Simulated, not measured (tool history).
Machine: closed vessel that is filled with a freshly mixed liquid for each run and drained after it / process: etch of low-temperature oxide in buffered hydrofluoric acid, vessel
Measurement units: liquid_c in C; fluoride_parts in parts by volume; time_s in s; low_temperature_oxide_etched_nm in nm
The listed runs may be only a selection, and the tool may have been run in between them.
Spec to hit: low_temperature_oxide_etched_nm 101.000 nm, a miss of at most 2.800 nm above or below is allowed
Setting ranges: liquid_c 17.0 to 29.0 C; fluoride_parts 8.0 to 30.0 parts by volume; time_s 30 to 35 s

run,hour,liquid_c,fluoride_parts,time_s,low_temperature_oxide_etched_nm
1,0.0,21.0,21.5,35,63.433
2,7.5,24.5,21.5,35,76.758
3,13.8,24.5,21.5,30,66.304
4,21.4,25.5,19.5,30,74.867
5,30.0,26.5,18.0,30,82.851
6,31.2,29.0,18.0,30,94.590
7,33.3,29.0,18.0,30,95.111
8,36.8,29.0,17.5,30,96.841

Exercise: of the 4 proposed moves below, exactly one satisfies all targets within the stated allowed misses. Which move is it?
A,40.3,28.0,17.5,30,?
B,40.3,26.5,18.5,35,?
C,40.3,29.0,20.5,35,?
D,40.3,29.0,18.0,30,?

move,low_temperature_oxide_etched_nm
A,92.246
B,95.409
C,101.670
D,95.258
A: moves away from the targets compared with the last run
B: moves away from the targets compared with the last run
C: all results land within tolerance of their targets
D: moves away from the targets compared with the last run
So the answer is move C, the one that meets all the targets.

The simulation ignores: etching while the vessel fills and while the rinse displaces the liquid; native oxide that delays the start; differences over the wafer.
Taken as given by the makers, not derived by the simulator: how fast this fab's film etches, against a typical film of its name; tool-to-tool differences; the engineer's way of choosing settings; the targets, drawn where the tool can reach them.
